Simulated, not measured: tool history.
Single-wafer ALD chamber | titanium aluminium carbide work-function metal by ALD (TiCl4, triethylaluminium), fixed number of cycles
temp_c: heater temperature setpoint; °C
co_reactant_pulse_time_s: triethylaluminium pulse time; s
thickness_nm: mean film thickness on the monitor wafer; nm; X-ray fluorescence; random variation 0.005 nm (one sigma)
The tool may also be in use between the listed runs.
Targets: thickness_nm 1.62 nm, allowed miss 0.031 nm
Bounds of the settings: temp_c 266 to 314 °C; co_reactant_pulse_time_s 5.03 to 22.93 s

Run 1, hour 0: temp_c 290 °C, co_reactant_pulse_time_s 13.98 s. Result: thickness_nm 1.8771 nm.
Run 2, hour 0.8: temp_c 284 °C, co_reactant_pulse_time_s 11.9 s. Result: thickness_nm 1.7624 nm.
Run 3, hour 9.7: temp_c 281 °C, co_reactant_pulse_time_s 11.65 s. Result: thickness_nm 1.733 nm.
Run 4, hour 10.8: temp_c 285 °C, co_reactant_pulse_time_s 11.65 s. Result: thickness_nm 1.7596 nm.
Run 5, hour 14.3: temp_c 285 °C, co_reactant_pulse_time_s 7.7 s. Result: thickness_nm 1.354 nm.
Run 6, hour 15.8: temp_c 284 °C, co_reactant_pulse_time_s 8.37 s. Result: thickness_nm 1.4579 nm.
Run 7, hour 19.5: temp_c 284 °C, co_reactant_pulse_time_s 8.84 s. Result: thickness_nm 1.5232 nm.
Run 8, hour 24.4: temp_c 283 °C, co_reactant_pulse_time_s 9.11 s. Result: thickness_nm 1.5555 nm.
Run 9, hour 27: temp_c 282 °C, co_reactant_pulse_time_s 9.16 s. Result: thickness_nm 1.5475 nm.
Run 10, hour 35: temp_c 280 °C, co_reactant_pulse_time_s 9.23 s. Result: thickness_nm 1.5385 nm.
Run 11, hour 39.6: temp_c 280 °C, co_reactant_pulse_time_s 9.47 s. Result: thickness_nm 1.5715 nm.
Run 12, hour 41.3: temp_c 287 °C, co_reactant_pulse_time_s 10.48 s. Result: thickness_nm 1.6989 nm.
At hour 43.3: triethylaluminium bottle replaced.
Run 13, hour 43.3: temp_c 286 °C, co_reactant_pulse_time_s 10.44 s. Result: thickness_nm 1.8023 nm.
Run 14, hour 46.5: temp_c 285 °C, co_reactant_pulse_time_s 10.43 s. Result: thickness_nm 1.7872 nm.
Run 15, hour 50.9: temp_c 283 °C, co_reactant_pulse_time_s 10.4 s. Result: thickness_nm 1.7841 nm.
Run 16, hour 57.2: temp_c 286 °C, co_reactant_pulse_time_s 10.36 s. Result: thickness_nm 1.7835 nm.
Run 17, hour 64.8: temp_c 285 °C, co_reactant_pulse_time_s 10.34 s. Result: thickness_nm 1.7843 nm.
Run 18, hour 69.2: temp_c 283 °C, co_reactant_pulse_time_s 10.32 s. Result: thickness_nm 1.7796 nm.
Run 19, hour 74.3: temp_c 286 °C, co_reactant_pulse_time_s 10.27 s. Result: thickness_nm 1.791 nm.
Run 20, hour 79.6: temp_c 285 °C, co_reactant_pulse_time_s 10.25 s. Result: thickness_nm 1.7849 nm.
Run 21, hour 81.2: temp_c 283 °C, co_reactant_pulse_time_s 10.23 s. Result: thickness_nm 1.7714 nm.
Run 22, hour 88.8: temp_c 271 °C, co_reactant_pulse_time_s 5.76 s. Result: thickness_nm 0.90812 nm.
Run 23, hour 91.2: temp_c 277 °C, co_reactant_pulse_time_s 5.79 s. Result: thickness_nm 0.95096 nm.
Run 24, hour 93.1: temp_c 284 °C, co_reactant_pulse_time_s 5.82 s. Result: thickness_nm 0.98658 nm.
Run 25, hour 101.3: temp_c 286 °C, co_reactant_pulse_time_s 6.71 s. Result: thickness_nm 1.3133 nm.

Which of these 4 next moves meets every target?
Run A, hour 109.5: temp_c 290 °C, co_reactant_pulse_time_s 8.65 s. Result: thickness_nm ?.
Run B, hour 109.5: temp_c 291 °C, co_reactant_pulse_time_s 8.41 s. Result: thickness_nm ?.
Run C, hour 109.5: temp_c 290 °C, co_reactant_pulse_time_s 8.08 s. Result: thickness_nm ?.
Run D, hour 109.5: temp_c 286 °C, co_reactant_pulse_time_s 7.62 s. Result: thickness_nm ?.

move  thickness_nm
   A        1.6887
   B        1.6673
   C        1.6164
   D        1.5167
A: takes the result that was furthest off past its target
B: takes the result that was furthest off past its target
C: meets every target
D: nearer than the last run, and not there yet
Move C is the one to make.
